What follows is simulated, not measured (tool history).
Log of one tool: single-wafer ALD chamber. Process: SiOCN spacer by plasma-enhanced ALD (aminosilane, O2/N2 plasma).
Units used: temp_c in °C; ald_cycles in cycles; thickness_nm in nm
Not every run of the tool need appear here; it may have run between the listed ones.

{"run": 1, "day": 0.0, "temp_c": 410, "ald_cycles": 47, "thickness_nm": 2.9142}
{"run": 2, "day": 0.062, "temp_c": 413, "ald_cycles": 44, "thickness_nm": 2.7023}
{"run": 3, "day": 0.254, "temp_c": 408, "ald_cycles": 44, "thickness_nm": 2.7287}
{"run": 4, "day": 0.596, "temp_c": 400, "ald_cycles": 44, "thickness_nm": 2.7827}
{"run": 5, "day": 0.658, "temp_c": 402, "ald_cycles": 42, "thickness_nm": 2.6544}
{"run": 6, "day": 0.75, "temp_c": 402, "ald_cycles": 38, "thickness_nm": 2.4002}
{"run": 7, "day": 0.892, "temp_c": 403, "ald_cycles": 38, "thickness_nm": 2.3935}
{"run": 8, "day": 1.262, "temp_c": 404, "ald_cycles": 38, "thickness_nm": 2.3781}

Predict the results of run 9:
{"run": 9, "day": 1.483, "temp_c": 405, "ald_cycles": 38, "thickness_nm": "?"}

{"run 9": {"thickness_nm": 2.3803}}
